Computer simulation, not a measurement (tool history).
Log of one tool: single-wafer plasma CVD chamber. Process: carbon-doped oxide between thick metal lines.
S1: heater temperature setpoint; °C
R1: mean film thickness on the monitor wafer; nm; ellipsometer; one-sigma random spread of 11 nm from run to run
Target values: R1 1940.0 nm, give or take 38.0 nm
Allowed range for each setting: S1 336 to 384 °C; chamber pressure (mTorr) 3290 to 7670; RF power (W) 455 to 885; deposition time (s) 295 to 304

run 1 hour=0.0 | S1=360 chamber_pressure_(mTorr)=5480 RF_power_(W)=670 deposition_time_(s)=295 | R1=1758.2
run 2 hour=2.7 | S1=359 chamber_pressure_(mTorr)=5640 RF_power_(W)=680 deposition_time_(s)=295 | R1=1792.5
run 3 hour=3.8 | S1=359 chamber_pressure_(mTorr)=6020 RF_power_(W)=680 deposition_time_(s)=295 | R1=1826.7
run 4 hour=8.5 | S1=359 chamber_pressure_(mTorr)=6020 RF_power_(W)=590 deposition_time_(s)=295 | R1=1653.0
run 5 hour=16.7 | S1=367 chamber_pressure_(mTorr)=6020 RF_power_(W)=590 deposition_time_(s)=295 | R1=1652.0
run 6 hour=22.2 | S1=367 chamber_pressure_(mTorr)=6710 RF_power_(W)=590 deposition_time_(s)=295 | R1=1679.7
run 7 hour=27.9 | S1=367 chamber_pressure_(mTorr)=6790 RF_power_(W)=605 deposition_time_(s)=295 | R1=1674.6
run 8 hour=35.4 | S1=367 chamber_pressure_(mTorr)=6800 RF_power_(W)=625 deposition_time_(s)=296 | R1=1725.2
run 9 hour=41.8 | S1=367 chamber_pressure_(mTorr)=6850 RF_power_(W)=640 deposition_time_(s)=296 | R1=1741.5
run 10 hour=50.0 | S1=366 chamber_pressure_(mTorr)=6900 RF_power_(W)=655 deposition_time_(s)=296 | R1=1753.7
run 11 hour=51.3 | S1=366 chamber_pressure_(mTorr)=6910 RF_power_(W)=670 deposition_time_(s)=296 | R1=1803.7
-- hour=53.6 capacitance manometer re-zeroed and calibrated
run 12 hour=53.6 | S1=366 chamber_pressure_(mTorr)=6970 RF_power_(W)=680 deposition_time_(s)=296 | R1=1795.3
run 13 hour=58.7 | S1=365 chamber_pressure_(mTorr)=7000 RF_power_(W)=690 deposition_time_(s)=296 | R1=1835.9
run 14 hour=60.4 | S1=364 chamber_pressure_(mTorr)=7070 RF_power_(W)=695 deposition_time_(s)=296 | R1=1838.5

Exercise: of the 4 proposed moves below, exactly one satisfies all targets within the stated allowed misses. Which move is it?
run A hour=62.1 | S1=359 chamber_pressure_(mTorr)=7670 RF_power_(W)=655 deposition_time_(s)=304 | R1=?
run B hour=62.1 | S1=363 chamber_pressure_(mTorr)=6500 RF_power_(W)=645 deposition_time_(s)=295 | R1=?
run C hour=62.1 | S1=364 chamber_pressure_(mTorr)=6960 RF_power_(W)=720 deposition_time_(s)=304 | R1=?
run D hour=62.1 | S1=375 chamber_pressure_(mTorr)=7090 RF_power_(W)=655 deposition_time_(s)=300 | R1=?

move=A R1=1869.0
move=B R1=1757.5
move=C R1=1927.3
move=D R1=1763.4
A: moves toward the targets from the last run without getting all of them in spec
B: further off than the last run
C: each result inside its tolerance
D: further off than the last run
The right move is C.

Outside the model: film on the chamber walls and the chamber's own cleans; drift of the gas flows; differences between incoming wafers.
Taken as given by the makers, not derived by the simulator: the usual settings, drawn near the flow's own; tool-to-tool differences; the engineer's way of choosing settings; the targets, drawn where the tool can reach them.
